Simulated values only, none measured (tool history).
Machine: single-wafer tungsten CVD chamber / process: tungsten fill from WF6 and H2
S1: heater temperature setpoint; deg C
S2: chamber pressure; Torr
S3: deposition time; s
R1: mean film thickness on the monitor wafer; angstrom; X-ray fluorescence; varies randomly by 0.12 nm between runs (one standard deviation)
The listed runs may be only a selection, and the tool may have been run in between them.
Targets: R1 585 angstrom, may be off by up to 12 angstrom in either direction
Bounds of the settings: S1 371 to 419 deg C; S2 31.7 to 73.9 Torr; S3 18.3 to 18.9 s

run 1 hour=0 | S1=395 S2=52.8 S3=18.3 | R1=657.77
run 2 hour=1.6 | S1=395 S2=56.6 S3=18.3 | R1=676.74
run 3 hour=5.1 | S1=394 S2=56.5 S3=18.3 | R1=660.57
run 4 hour=12.5 | S1=393 S2=56.4 S3=18.3 | R1=647.71
run 5 hour=20.7 | S1=392 S2=56.4 S3=18.3 | R1=633.79
run 6 hour=25.1 | S1=391 S2=56.4 S3=18.3 | R1=619.52
run 7 hour=27.1 | S1=391 S2=56.4 S3=18.3 | R1=617.15
run 8 hour=29.6 | S1=390 S2=56.3 S3=18.3 | R1=605.76

Which of these 4 next moves meets every target?
run A hour=32.1 | S1=391 S2=57.4 S3=18.3 | R1=?
run B hour=32.1 | S1=392 S2=56.6 S3=18.3 | R1=?
run C hour=32.1 | S1=390 S2=62.2 S3=18.5 | R1=?
run D hour=32.1 | S1=390 S2=51.6 S3=18.3 | R1=?

move=A R1=625.33
move=B R1=635.9
move=C R1=635.07
move=D R1=591.63
A: further off than the last run
B: further off than the last run
C: further off than the last run
D: hits every target within its allowed miss
Go with D: it meets all targets.

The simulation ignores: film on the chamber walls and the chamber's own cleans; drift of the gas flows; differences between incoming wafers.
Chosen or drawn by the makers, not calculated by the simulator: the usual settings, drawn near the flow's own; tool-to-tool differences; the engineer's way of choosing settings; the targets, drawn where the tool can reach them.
